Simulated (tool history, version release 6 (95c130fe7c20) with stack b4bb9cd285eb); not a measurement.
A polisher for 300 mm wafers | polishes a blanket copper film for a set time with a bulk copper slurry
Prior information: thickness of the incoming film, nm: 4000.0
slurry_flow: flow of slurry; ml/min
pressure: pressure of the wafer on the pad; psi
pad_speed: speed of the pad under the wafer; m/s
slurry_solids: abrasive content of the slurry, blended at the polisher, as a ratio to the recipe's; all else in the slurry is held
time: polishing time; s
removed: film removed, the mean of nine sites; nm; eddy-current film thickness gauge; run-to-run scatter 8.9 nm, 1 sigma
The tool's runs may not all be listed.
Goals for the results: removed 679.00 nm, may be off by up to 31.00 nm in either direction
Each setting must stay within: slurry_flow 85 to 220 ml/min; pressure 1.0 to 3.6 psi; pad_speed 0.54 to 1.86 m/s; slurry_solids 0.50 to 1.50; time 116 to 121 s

run	hour	slurry_flow	pressure	pad_speed	slurry_solids	time	removed
1	0.0	140	2.3	1.18	1.00	116	1188.20
2	6.7	140	2.3	1.18	1.10	116	1200.00
3	15.6	140	2.3	1.18	1.25	116	1257.70
4	19.7	160	2.3	1.18	1.25	116	1239.80
5	20.2	160	2.3	1.18	1.40	116	1304.70
6	21.4	160	2.3	1.18	1.40	116	1286.50
7	26.9	160	2.0	1.16	1.40	116	1128.80
8	28.0	160	1.8	1.12	1.40	116	1014.50
9	35.7	160	1.6	1.10	1.40	116	923.06
10	39.0	160	1.5	1.08	1.40	116	837.25
11	41.0	160	1.5	1.08	1.40	116	837.87
12	47.2	160	1.4	1.08	1.40	116	818.08

4 next moves are on the table. One of them brings every result within its allowed miss. Which?
A	53.4	145	1.3	1.10	1.35	120	?
B	53.4	155	2.0	1.04	1.35	116	?
C	53.4	135	1.4	0.90	1.35	116	?
D	53.4	195	1.2	1.12	1.35	121	?

move	removed
A	775.74
B	1065.70
C	695.68
D	777.36
A: closer than the last run, but not yet in spec
B: misses by more than the last run did
C: all results land within tolerance of their targets
D: closer than the last run, but not yet in spec
Answer: C
